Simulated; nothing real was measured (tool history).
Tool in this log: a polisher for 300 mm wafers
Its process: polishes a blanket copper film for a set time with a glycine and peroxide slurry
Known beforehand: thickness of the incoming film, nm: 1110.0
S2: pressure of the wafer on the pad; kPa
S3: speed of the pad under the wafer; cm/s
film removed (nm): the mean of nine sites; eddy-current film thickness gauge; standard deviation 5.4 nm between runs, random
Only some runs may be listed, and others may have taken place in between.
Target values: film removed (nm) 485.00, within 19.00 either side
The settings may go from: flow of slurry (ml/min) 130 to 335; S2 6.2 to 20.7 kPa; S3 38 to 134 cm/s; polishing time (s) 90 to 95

{"run": 1, "day": 0.0, "flow of slurry (ml/min)": 215, "S2": 13.1, "S3": 86, "polishing time (s)": 90, "film removed (nm)": 394.68}
{"run": 2, "day": 0.025, "flow of slurry (ml/min)": 215, "S2": 13.8, "S3": 86, "polishing time (s)": 90, "film removed (nm)": 410.46}
{"run": 3, "day": 0.083, "flow of slurry (ml/min)": 265, "S2": 13.8, "S3": 86, "polishing time (s)": 90, "film removed (nm)": 424.19}
{"run": 4, "day": 0.317, "flow of slurry (ml/min)": 265, "S2": 14.5, "S3": 86, "polishing time (s)": 90, "film removed (nm)": 430.23}
{"run": 5, "day": 0.662, "flow of slurry (ml/min)": 265, "S2": 14.5, "S3": 76, "polishing time (s)": 90, "film removed (nm)": 397.76}
{"run": 6, "day": 0.8, "flow of slurry (ml/min)": 265, "S2": 14.5, "S3": 58, "polishing time (s)": 90, "film removed (nm)": 330.82}
{"run": 7, "day": 1.133, "flow of slurry (ml/min)": 265, "S2": 16.5, "S3": 60, "polishing time (s)": 90, "film removed (nm)": 371.63}
{"run": 8, "day": 1.212, "flow of slurry (ml/min)": 265, "S2": 17.9, "S3": 62, "polishing time (s)": 90, "film removed (nm)": 404.29}
{"run": 9, "day": 1.267, "flow of slurry (ml/min)": 265, "S2": 18.6, "S3": 64, "polishing time (s)": 90, "film removed (nm)": 418.09}

5 candidate next runs follow, results not yet known. Just one meets every target within its allowed miss. Identify it.
{"run": "A", "day": 1.321, "flow of slurry (ml/min)": 235, "S2": 16.5, "S3": 72, "polishing time (s)": 95, "film removed (nm)": "?"}
{"run": "B", "day": 1.321, "flow of slurry (ml/min)": 220, "S2": 16.5, "S3": 56, "polishing time (s)": 90, "film removed (nm)": "?"}
{"run": "C", "day": 1.321, "flow of slurry (ml/min)": 215, "S2": 20.7, "S3": 72, "polishing time (s)": 95, "film removed (nm)": "?"}
{"run": "D", "day": 1.321, "flow of slurry (ml/min)": 260, "S2": 16.5, "S3": 62, "polishing time (s)": 91, "film removed (nm)": "?"}
{"run": "E", "day": 1.321, "flow of slurry (ml/min)": 290, "S2": 19.3, "S3": 68, "polishing time (s)": 95, "film removed (nm)": "?"}

move=A film_removed_(nm)=444.37
move=B film_removed_(nm)=348.41
move=C film_removed_(nm)=521.13
move=D film_removed_(nm)=386.11
move=E film_removed_(nm)=489.11
A: better than the last run, though not everything is in spec
B: further off than the last run
C: takes the biggest miss from the last run beyond its target
D: further off than the last run
E: every result lands within tolerance
Go with E: it meets all targets.
